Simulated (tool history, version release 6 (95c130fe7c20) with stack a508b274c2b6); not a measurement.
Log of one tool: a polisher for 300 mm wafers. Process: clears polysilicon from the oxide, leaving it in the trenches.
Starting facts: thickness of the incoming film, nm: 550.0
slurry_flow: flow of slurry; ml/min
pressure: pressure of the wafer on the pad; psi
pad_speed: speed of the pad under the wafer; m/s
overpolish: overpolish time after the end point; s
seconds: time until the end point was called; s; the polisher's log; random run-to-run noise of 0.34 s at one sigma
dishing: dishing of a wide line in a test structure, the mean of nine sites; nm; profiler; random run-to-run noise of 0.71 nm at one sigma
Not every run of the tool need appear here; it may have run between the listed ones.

{"run": 1, "hour": 0.0, "slurry_flow": 180, "pressure": 3.1, "pad_speed": 1.02, "overpolish": 11, "seconds": 36.282, "dishing": 60.178}
{"run": 2, "hour": 7.2, "slurry_flow": 180, "pressure": 2.5, "pad_speed": 1.02, "overpolish": 11, "seconds": 44.148, "dishing": 58.49}
{"run": 3, "hour": 9.2, "slurry_flow": 135, "pressure": 2.5, "pad_speed": 1.02, "overpolish": 11, "seconds": 48.157, "dishing": 56.762}
{"run": 4, "hour": 15.1, "slurry_flow": 135, "pressure": 2.5, "pad_speed": 1.02, "overpolish": 7, "seconds": 47.745, "dishing": 45.718}
{"run": 5, "hour": 22.5, "slurry_flow": 140, "pressure": 2.7, "pad_speed": 1.02, "overpolish": 7, "seconds": 43.791, "dishing": 48.764}
{"run": 6, "hour": 23.9, "slurry_flow": 140, "pressure": 2.1, "pad_speed": 1.02, "overpolish": 7, "seconds": 53.791, "dishing": 42.975}
{"run": 7, "hour": 30.4, "slurry_flow": 145, "pressure": 2.4, "pad_speed": 1.02, "overpolish": 7, "seconds": 48.306, "dishing": 46.575}
{"run": 8, "hour": 38.0, "slurry_flow": 150, "pressure": 2.6, "pad_speed": 1.02, "overpolish": 7, "seconds": 44.909, "dishing": 47.576}
{"run": 9, "hour": 40.0, "slurry_flow": 155, "pressure": 2.8, "pad_speed": 1.02, "overpolish": 7, "seconds": 40.491, "dishing": 49.863}
{"run": 10, "hour": 47.3, "slurry_flow": 165, "pressure": 3.0, "pad_speed": 1.02, "overpolish": 7, "seconds": 38.664, "dishing": 51.273}
{"run": 11, "hour": 50.4, "slurry_flow": 170, "pressure": 3.2, "pad_speed": 1.02, "overpolish": 7, "seconds": 35.274, "dishing": 52.967}
{"run": 12, "hour": 58.0, "slurry_flow": 175, "pressure": 3.3, "pad_speed": 1.02, "overpolish": 7, "seconds": 35.259, "dishing": 54.795}
{"run": 13, "hour": 66.7, "slurry_flow": 180, "pressure": 3.4, "pad_speed": 1.02, "overpolish": 7, "seconds": 33.491, "dishing": 54.183}
{"run": 14, "hour": 71.6, "slurry_flow": 185, "pressure": 3.5, "pad_speed": 1.02, "overpolish": 7, "seconds": 32.129, "dishing": 55.416}
{"run": 15, "hour": 75.4, "slurry_flow": 190, "pressure": 3.6, "pad_speed": 1.02, "overpolish": 7, "seconds": 31.661, "dishing": 56.34}

Predict the results of run 16:
{"run": 16, "hour": 78.8, "slurry_flow": 190, "pressure": 3.6, "pad_speed": 1.02, "overpolish": 7, "seconds": "?", "dishing": "?"}

{"run 16": {"seconds": 31.89, "dishing": 56.755}}

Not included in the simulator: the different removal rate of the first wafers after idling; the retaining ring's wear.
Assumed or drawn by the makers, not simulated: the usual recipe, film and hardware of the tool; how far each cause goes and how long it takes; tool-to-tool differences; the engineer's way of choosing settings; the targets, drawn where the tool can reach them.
